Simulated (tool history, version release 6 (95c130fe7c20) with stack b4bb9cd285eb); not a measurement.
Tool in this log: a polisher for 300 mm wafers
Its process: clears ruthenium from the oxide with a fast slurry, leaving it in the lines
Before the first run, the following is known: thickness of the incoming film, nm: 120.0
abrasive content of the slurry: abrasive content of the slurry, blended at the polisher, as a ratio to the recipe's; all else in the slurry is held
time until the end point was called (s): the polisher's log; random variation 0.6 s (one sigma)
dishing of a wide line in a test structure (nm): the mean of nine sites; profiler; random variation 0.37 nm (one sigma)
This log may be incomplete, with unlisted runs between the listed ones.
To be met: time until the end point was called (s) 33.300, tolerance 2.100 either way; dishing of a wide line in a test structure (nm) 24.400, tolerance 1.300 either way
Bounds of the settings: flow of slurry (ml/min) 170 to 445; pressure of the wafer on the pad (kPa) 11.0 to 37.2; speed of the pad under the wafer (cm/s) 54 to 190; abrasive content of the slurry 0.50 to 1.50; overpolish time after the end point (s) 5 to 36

run  hour  flow of slurry (ml/min)  pressure of the wafer on the pad (kPa)  speed of the pad under the wafer (cm/s)  abrasive content of the slurry  overpolish time after the end point (s)  time until the end point was called (s)  dishing of a wide line in a test structure (nm)
  1   0.0                      285                                    24.1                                      122                            1.00                                       18                                   21.074                                           57.780
  2   8.8                      285                                    24.1                                      104                            1.00                                       18                                   23.446                                           53.972
  3  14.2                      290                                    22.8                                       96                            1.05                                       15                                   25.309                                           44.845
  4  19.0                      295                                    20.7                                       94                            1.10                                       13                                   27.628                                           38.236
  5  26.5                      295                                    20.7                                       94                            1.30                                       13                                   24.707                                           40.842
  6  28.6                      255                                    20.7                                       94                            1.30                                       13                                   25.363                                           41.288
  7  34.6                      265                                    19.3                                       92                            1.30                                       11                                   26.741                                           33.257
  8  37.7                      265                                    19.3                                       92                            1.30                                       11                                   27.536                                           33.208
  9  38.4                      265                                    17.9                                       92                            1.30                                       10                                   28.868                                           30.923
 10  43.7                      265                                    17.2                                       92                            1.30                                        9                                   29.496                                           26.876
 11  49.3                      265                                    16.5                                       92                            1.30                                        9                                   30.361                                           26.787
     52.7  -- slurry nozzle cleaned
 12  52.7                      265                                    15.9                                       92                            1.30                                        9                                   29.015                                           27.019
 13  55.5                      260                                    15.2                                       90                            1.30                                        9                                   29.998                                           25.425

4 candidate next runs follow, results not yet known. Just one meets every target within its allowed miss. Identify it.
  A  58.3                      270                                    11.7                                       98                            1.50                                       10                                        ?                                                ?
  B  58.3                      200                                    12.4                                      100                            1.30                                        9                                        ?                                                ?
  C  58.3                      265                                    11.7                                       80                            1.30                                        9                                        ?                                                ?
  D  58.3                      240                                    16.5                                       66                            1.15                                       11                                        ?                                                ?

move  time until the end point was called (s)  dishing of a wide line in a test structure (nm)
   A                                   31.976                                           27.388
   B                                   33.756                                           23.928
   C                                   40.214                                           20.552
   D                                   40.592                                           24.264
A: the furthest-off result lands on target, but another misses its tolerance
B: in spec on every target
C: takes the biggest miss from the last run beyond its target
D: takes the biggest miss from the last run beyond its target
B meets every target.
